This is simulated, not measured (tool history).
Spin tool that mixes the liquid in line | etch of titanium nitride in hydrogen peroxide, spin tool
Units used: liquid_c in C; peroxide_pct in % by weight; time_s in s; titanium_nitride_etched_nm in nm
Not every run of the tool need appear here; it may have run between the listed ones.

run  hour  liquid_c  peroxide_pct  time_s  titanium_nitride_etched_nm
  1   0.0        52          25.5      15                      1.6363
  2   8.4        52          25.5      15                      1.6398
  3  12.8        56          25.5      15                      2.1503
  4  18.0        53          25.5      15                      1.7636
  5  25.2        53          30.0      15                      1.8021
  6  27.1        53          30.0      15                      1.8158
  7  35.6        61          30.0      15                      3.1619

Estimate the outcome of run 8 from the log above:
  8  39.5        62          30.0      15                           ?

titanium_nitride_etched_nm: 3.3781 nm
